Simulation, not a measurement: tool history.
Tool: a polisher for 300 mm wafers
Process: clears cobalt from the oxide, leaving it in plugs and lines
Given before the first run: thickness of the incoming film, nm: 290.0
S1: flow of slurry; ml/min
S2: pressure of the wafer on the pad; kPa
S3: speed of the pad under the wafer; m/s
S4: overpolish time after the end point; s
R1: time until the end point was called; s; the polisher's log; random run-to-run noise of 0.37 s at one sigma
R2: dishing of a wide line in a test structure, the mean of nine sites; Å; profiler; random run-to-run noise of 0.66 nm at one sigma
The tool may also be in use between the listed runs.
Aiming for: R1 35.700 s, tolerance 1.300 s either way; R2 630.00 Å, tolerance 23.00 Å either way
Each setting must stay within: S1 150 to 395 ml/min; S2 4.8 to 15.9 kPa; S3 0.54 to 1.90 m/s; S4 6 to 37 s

| run | day | S1 | S2 | S3 | S4 | R1 | R2 |
|---|---|---|---|---|---|---|---|
| 1 | 0.000 | 250 | 10.3 | 1.22 | 19 | 73.333 | 502.99 |
| 2 | 0.054 | 250 | 10.3 | 1.22 | 26 | 72.626 | 600.57 |
| 3 | 0.192 | 255 | 11.7 | 1.26 | 23 | 62.683 | 616.67 |
| 4 | 0.400 | 255 | 11.7 | 0.98 | 23 | 79.434 | 526.80 |
| 5 | 0.500 | 260 | 12.4 | 1.08 | 20 | 69.762 | 534.84 |
| 6 | 0.838 | 260 | 13.1 | 1.18 | 18 | 59.652 | 537.29 |
| 7 | 1.188 | 260 | 13.8 | 1.24 | 17 | 53.932 | 557.23 |
| 8 | 1.442 | 260 | 14.5 | 1.30 | 16 | 49.140 | 577.05 |
| 9 | 1.521 | 265 | 14.5 | 1.36 | 15 | 47.457 | 564.50 |
| 10 | 1.883 | 265 | 14.5 | 1.36 | 15 | 46.541 | 559.61 |
| 11 | 2.033 | 265 | 14.5 | 1.40 | 15 | 45.918 | 566.60 |
| 12 | 2.258 | 265 | 14.5 | 1.44 | 15 | 45.258 | 580.08 |
| 13 | 2.396 | 265 | 14.5 | 1.48 | 15 | 43.704 | 590.71 |
| 14 | 2.688 | 265 | 14.5 | 1.50 | 15 | 42.732 | 597.86 |
| 15 | 2.892 | 265 | 14.5 | 1.52 | 15 | 42.565 | 601.64 |
| 16 | 3.146 | 265 | 14.5 | 1.54 | 15 | 42.533 | 596.79 |

Pick the move, out of 4, that brings all results within their allowed miss; only one does.
| A | 3.400 | 330 | 15.9 | 1.72 | 12 | ? | ? |
| B | 3.400 | 295 | 15.9 | 1.82 | 10 | ? | ? |
| C | 3.400 | 285 | 13.1 | 1.48 | 16 | ? | ? |
| D | 3.400 | 260 | 15.2 | 1.72 | 14 | ? | ? |

| move | R1 | R2 |
|---|---|---|
| A | 33.681 | 593.15 |
| B | 32.085 | 550.17 |
| C | 47.444 | 576.39 |
| D | 35.699 | 623.60 |
A: takes the biggest miss from the last run beyond its target
B: takes the biggest miss from the last run beyond its target
C: lands further from the targets than the last run did
D: meets every target
The move that meets every target is D.

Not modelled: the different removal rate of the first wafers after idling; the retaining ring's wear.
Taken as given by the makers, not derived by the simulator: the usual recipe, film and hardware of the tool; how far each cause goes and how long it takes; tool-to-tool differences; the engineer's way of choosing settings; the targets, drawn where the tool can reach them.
